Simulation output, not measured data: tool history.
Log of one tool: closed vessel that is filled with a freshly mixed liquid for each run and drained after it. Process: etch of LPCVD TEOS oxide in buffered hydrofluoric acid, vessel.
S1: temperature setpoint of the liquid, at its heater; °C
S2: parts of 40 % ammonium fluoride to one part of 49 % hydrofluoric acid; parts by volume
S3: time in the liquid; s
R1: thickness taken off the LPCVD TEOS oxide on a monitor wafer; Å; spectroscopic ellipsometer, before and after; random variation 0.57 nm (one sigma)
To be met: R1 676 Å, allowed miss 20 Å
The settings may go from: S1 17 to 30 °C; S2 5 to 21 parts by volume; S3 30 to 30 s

Run 1, hour 0: S1 22 °C, S2 13 parts by volume, S3 30 s. Result: R1 439.09 Å.
Run 2, hour 2.3: S1 22 °C, S2 16 parts by volume, S3 30 s. Result: R1 361.07 Å.
Run 3, hour 8.2: S1 24 °C, S2 15 parts by volume, S3 30 s. Result: R1 422.47 Å.
Run 4, hour 12.3: S1 26.5 °C, S2 15 parts by volume, S3 30 s. Result: R1 485.96 Å.
Run 5, hour 16.9: S1 26.5 °C, S2 15 parts by volume, S3 30 s. Result: R1 492.14 Å.
Run 6, hour 23.9: S1 27.5 °C, S2 14.5 parts by volume, S3 30 s. Result: R1 527.72 Å.
Run 7, hour 31.5: S1 28 °C, S2 14 parts by volume, S3 30 s. Result: R1 573.73 Å.
Run 8, hour 35.7: S1 28.5 °C, S2 14 parts by volume, S3 30 s. Result: R1 574.93 Å.
Run 9, hour 42.8: S1 29 °C, S2 13.5 parts by volume, S3 30 s. Result: R1 627.17 Å.
Run 10, hour 51.1: S1 29.5 °C, S2 13.5 parts by volume, S3 30 s. Result: R1 637.8 Å.

5 next moves are on the table. One of them brings every result within its allowed miss. Which?
Run A, hour 59.4: S1 30 °C, S2 12.5 parts by volume, S3 30 s. Result: R1 ?.
Run B, hour 59.4: S1 30 °C, S2 13 parts by volume, S3 30 s. Result: R1 ?.
Run C, hour 59.4: S1 30 °C, S2 12 parts by volume, S3 30 s. Result: R1 ?.
Run D, hour 59.4: S1 30 °C, S2 15 parts by volume, S3 30 s. Result: R1 ?.
Run E, hour 59.4: S1 27 °C, S2 10.5 parts by volume, S3 30 s. Result: R1 ?.

move      R1
   A  700.87
   B  674.52
   C  729.36
   D  586.35
   E  708.63
A: takes the result that was furthest off past its target
B: meets every target
C: takes the result that was furthest off past its target
D: further off than the last run
E: takes the result that was furthest off past its target
Move B is the one to make.
